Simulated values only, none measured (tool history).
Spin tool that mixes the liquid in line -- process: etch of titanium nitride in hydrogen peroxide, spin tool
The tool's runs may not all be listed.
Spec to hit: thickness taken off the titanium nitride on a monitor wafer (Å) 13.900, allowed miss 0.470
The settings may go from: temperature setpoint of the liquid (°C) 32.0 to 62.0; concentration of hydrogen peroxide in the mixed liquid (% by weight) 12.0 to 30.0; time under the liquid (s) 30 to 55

| run | hour | temperature setpoint of the liquid (°C) | concentration of hydrogen peroxide in the mixed liquid (% by weight) | time under the liquid (s) | thickness taken off the titanium nitride on a monitor wafer (Å) |
|---|---|---|---|---|---|
| 1 | 0.0 | 46.0 | 22.0 | 55 | 35.936 |
| 2 | 5.2 | 46.0 | 22.0 | 55 | 35.116 |
| 3 | 8.5 | 43.5 | 22.0 | 55 | 29.555 |
| 4 | 9.5 | 41.5 | 22.0 | 55 | 25.175 |
| 5 | 13.4 | 41.5 | 22.0 | 55 | 24.871 |
| 6 | 21.5 | 40.0 | 22.0 | 55 | 22.931 |
| 7 | 24.3 | 38.5 | 22.0 | 55 | 20.044 |
| 8 | 25.8 | 37.5 | 22.0 | 55 | 18.915 |
| 9 | 29.5 | 37.5 | 22.0 | 55 | 18.410 |
| 10 | 30.5 | 36.5 | 22.0 | 55 | 17.295 |
| 11 | 39.1 | 36.0 | 22.0 | 55 | 16.668 |
| 12 | 40.4 | 35.5 | 22.0 | 55 | 15.692 |
| 13 | 45.1 | 35.0 | 22.0 | 55 | 15.455 |
| 14 | 51.0 | 34.5 | 22.0 | 55 | 14.853 |

Of the 4 settings listed for the next run, only one would bring every result within its allowed miss of target. Which one?
| A | 56.9 | 35.0 | 21.0 | 55 | ? |
| B | 56.9 | 35.0 | 22.5 | 55 | ? |
| C | 56.9 | 35.0 | 20.0 | 55 | ? |
| D | 56.9 | 33.5 | 24.0 | 55 | ? |

| move | thickness taken off the titanium nitride on a monitor wafer (Å) |
|---|---|
| A | 14.992 |
| B | 15.217 |
| C | 14.836 |
| D | 13.690 |
A: misses by more than the last run did
B: misses by more than the last run did
C: just as far off the targets as the last run
D: all results in spec
D meets every target.
